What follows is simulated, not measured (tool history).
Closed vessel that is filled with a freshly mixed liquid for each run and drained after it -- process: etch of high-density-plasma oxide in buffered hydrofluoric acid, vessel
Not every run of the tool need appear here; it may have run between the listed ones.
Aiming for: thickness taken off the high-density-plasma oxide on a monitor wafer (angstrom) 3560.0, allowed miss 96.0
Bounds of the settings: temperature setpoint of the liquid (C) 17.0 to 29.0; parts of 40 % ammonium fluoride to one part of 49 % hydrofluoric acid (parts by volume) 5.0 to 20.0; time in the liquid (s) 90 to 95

run  hour  temperature setpoint of the liquid (C)  parts of 40 % ammonium fluoride to one part of 49 % hydrofluoric acid (parts by volume)  time in the liquid (s)  thickness taken off the high-density-plasma oxide on a monitor wafer (angstrom)
  1   0.0                                    21.0                                                                                     12.0                      90                                                                           1455.1
  2   8.0                                    23.0                                                                                     12.0                      90                                                                           1630.6
  3  11.6                                    23.0                                                                                     12.0                      95                                                                           1712.7
  4  16.8                                    23.0                                                                                     12.0                      90                                                                           1613.4
  5  24.1                                    23.0                                                                                     12.0                      95                                                                           1736.5
  6  31.7                                    20.0                                                                                     12.0                      95                                                                           1445.3
  7  35.2                                    21.5                                                                                     11.5                      95                                                                           1638.7
  8  36.0                                    21.5                                                                                     11.5                      95                                                                           1640.2
  9  44.6                                    22.5                                                                                     11.0                      95                                                                           1830.0
 10  47.3                                    23.5                                                                                     10.5                      95                                                                           1990.3
 11  50.9                                    24.5                                                                                     10.0                      95                                                                           2235.9

Which single option among these 5 for the next run brings every result within its allowed miss of target? Just one does.
  A  54.5                                    27.0                                                                                      7.0                      95                                                                                ?
  B  54.5                                    23.0                                                                                      6.5                      95                                                                                ?
  C  54.5                                    25.0                                                                                      5.0                      95                                                                                ?
  D  54.5                                    20.0                                                                                      9.0                      90                                                                                ?
  E  54.5                                    28.5                                                                                      5.5                      95                                                                                ?

move  thickness taken off the high-density-plasma oxide on a monitor wafer (angstrom)
   A                                                                           3553.7
   B                                                                           3052.5
   C                                                                           4255.4
   D                                                                           1749.4
   E                                                                           4733.5
A: every result lands within tolerance
B: closer than the last run, but not yet in spec
C: carries the result that was furthest off beyond its target, to the other side
D: moves away from the targets compared with the last run
E: carries the result that was furthest off beyond its target, to the other side
A is the move that brings every result within its allowed miss.
